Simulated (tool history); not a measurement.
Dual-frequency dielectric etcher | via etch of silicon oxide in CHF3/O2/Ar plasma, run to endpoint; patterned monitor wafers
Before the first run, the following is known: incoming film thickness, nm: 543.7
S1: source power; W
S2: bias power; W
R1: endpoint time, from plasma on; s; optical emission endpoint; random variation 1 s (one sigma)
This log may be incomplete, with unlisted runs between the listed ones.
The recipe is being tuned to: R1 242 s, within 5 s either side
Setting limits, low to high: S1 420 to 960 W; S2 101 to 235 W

Run 1, hour 0: S1 690 W, S2 168 W. Result: R1 265.12 s.
Run 2, hour 4.9: S1 570 W, S2 168 W. Result: R1 295.98 s.
Run 3, hour 12.7: S1 570 W, S2 179 W. Result: R1 287.4 s.
Run 4, hour 19.1: S1 570 W, S2 207 W. Result: R1 276.86 s.
Run 5, hour 21.4: S1 620 W, S2 209 W. Result: R1 262.62 s.
Run 6, hour 29.3: S1 570 W, S2 209 W. Result: R1 274.77 s.
Run 7, hour 32.7: S1 620 W, S2 211 W. Result: R1 259.79 s.
Run 8, hour 36.9: S1 640 W, S2 212 W. Result: R1 255.41 s.
Run 9, hour 39.4: S1 660 W, S2 213 W. Result: R1 250.87 s.
Run 10, hour 47.5: S1 660 W, S2 213 W. Result: R1 251.55 s.

Exercise: of the 4 proposed moves below, exactly one satisfies all targets within the stated allowed misses. Which move is it?
Run A, hour 55.6: S1 790 W, S2 195 W. Result: R1 ?.
Run B, hour 55.6: S1 730 W, S2 227 W. Result: R1 ?.
Run C, hour 55.6: S1 720 W, S2 203 W. Result: R1 ?.
Run D, hour 55.6: S1 630 W, S2 215 W. Result: R1 ?.

move      R1
   A  234.82
   B  232.47
   C  243.34
   D  256.85
A: moves the result that the last run missed by most past its target, out the other side
B: moves the result that the last run missed by most past its target, out the other side
C: in spec on every target
D: the biggest miss grows against the last run
So the answer is move C, the one that meets all the targets.
